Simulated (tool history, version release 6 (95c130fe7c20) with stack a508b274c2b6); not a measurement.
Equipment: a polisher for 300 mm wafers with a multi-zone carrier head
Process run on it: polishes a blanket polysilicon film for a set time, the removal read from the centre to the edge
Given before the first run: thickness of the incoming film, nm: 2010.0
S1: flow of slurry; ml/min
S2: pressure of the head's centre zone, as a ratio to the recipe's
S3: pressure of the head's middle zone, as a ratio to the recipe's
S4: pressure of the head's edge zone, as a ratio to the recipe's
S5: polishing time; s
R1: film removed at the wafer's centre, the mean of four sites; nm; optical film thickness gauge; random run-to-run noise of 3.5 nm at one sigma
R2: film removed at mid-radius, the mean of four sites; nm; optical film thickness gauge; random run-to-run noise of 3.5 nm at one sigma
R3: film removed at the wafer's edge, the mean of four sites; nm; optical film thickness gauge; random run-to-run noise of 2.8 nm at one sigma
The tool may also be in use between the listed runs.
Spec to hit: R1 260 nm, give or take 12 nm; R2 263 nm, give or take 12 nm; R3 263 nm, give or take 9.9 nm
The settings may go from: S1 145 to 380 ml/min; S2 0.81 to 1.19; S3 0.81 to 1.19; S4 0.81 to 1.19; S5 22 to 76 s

| run | hour | S1 | S2 | S3 | S4 | S5 | R1 | R2 | R3 |
|---|---|---|---|---|---|---|---|---|---|
| 1 | 0 | 245 | 1 | 1 | 1 | 49 | 171.87 | 177.88 | 177.65 |
| 2 | 1.5 | 250 | 1.02 | 1.01 | 1.02 | 53 | 196.01 | 197.51 | 197.1 |
| 3 | 9.2 | 250 | 1.02 | 0.93 | 1.02 | 53 | 192.37 | 180.72 | 195.16 |
| 4 | 13.6 | 255 | 1.03 | 0.96 | 1.04 | 56 | 204.88 | 195.78 | 208.21 |
| 5 | 15.1 | 255 | 1.03 | 0.89 | 1.04 | 56 | 204.78 | 185.22 | 209.96 |
| 6 | 17.7 | 255 | 0.94 | 0.89 | 1.04 | 56 | 189.39 | 183.63 | 208.7 |
| 7 | 26.6 | 260 | 0.96 | 0.93 | 1.05 | 58 | 201.47 | 193.95 | 217.38 |
| 8 | 35 | 260 | 0.97 | 0.96 | 1.05 | 60 | 212.56 | 203.2 | 228.09 |
| 9 | 43.9 | 310 | 1.01 | 1.06 | 0.98 | 68 | 254.17 | 269.46 | 250.76 |
| 10 | 44.8 | 310 | 1.01 | 1.05 | 0.99 | 68 | 261.45 | 257.15 | 250.21 |
|  | 46.1 | worn pad replaced by a new one |
| 11 | 46.1 | 310 | 0.96 | 1.06 | 1.05 | 70 | 278.87 | 303.19 | 295.15 |
| 12 | 50.4 | 310 | 0.96 | 1.05 | 1.04 | 70 | 278.65 | 304.16 | 291.81 |
| 13 | 55.5 | 305 | 0.97 | 1.04 | 1.03 | 70 | 283.18 | 294.66 | 297.63 |

Of the 5 settings listed for the next run, only one would bring every result within its allowed miss of target. Which one?
| A | 60.6 | 265 | 1.07 | 0.87 | 0.99 | 70 | ? | ? | ? |
| B | 60.6 | 225 | 1.07 | 0.88 | 0.99 | 72 | ? | ? | ? |
| C | 60.6 | 340 | 1.09 | 0.99 | 1.07 | 58 | ? | ? | ? |
| D | 60.6 | 350 | 0.97 | 0.98 | 0.96 | 64 | ? | ? | ? |
| E | 60.6 | 345 | 0.98 | 1.14 | 1.05 | 62 | ? | ? | ? |

| move | R1 | R2 | R3 |
|---|---|---|---|
| A | 294.44 | 253.46 | 288.11 |
| B | 295.74 | 257.6 | 291.56 |
| C | 255.44 | 239.96 | 252.51 |
| D | 254.76 | 263.39 | 264.87 |
| E | 248.98 | 289.8 | 267.14 |
A: nearer the targets than the last run, but a result is still out of spec
B: nearer the targets than the last run, but a result is still out of spec
C: takes the biggest miss from the last run beyond its target
D: every result within its allowed miss
E: meets the target for the result that was furthest off, but another lies outside its allowed miss
Answer: D

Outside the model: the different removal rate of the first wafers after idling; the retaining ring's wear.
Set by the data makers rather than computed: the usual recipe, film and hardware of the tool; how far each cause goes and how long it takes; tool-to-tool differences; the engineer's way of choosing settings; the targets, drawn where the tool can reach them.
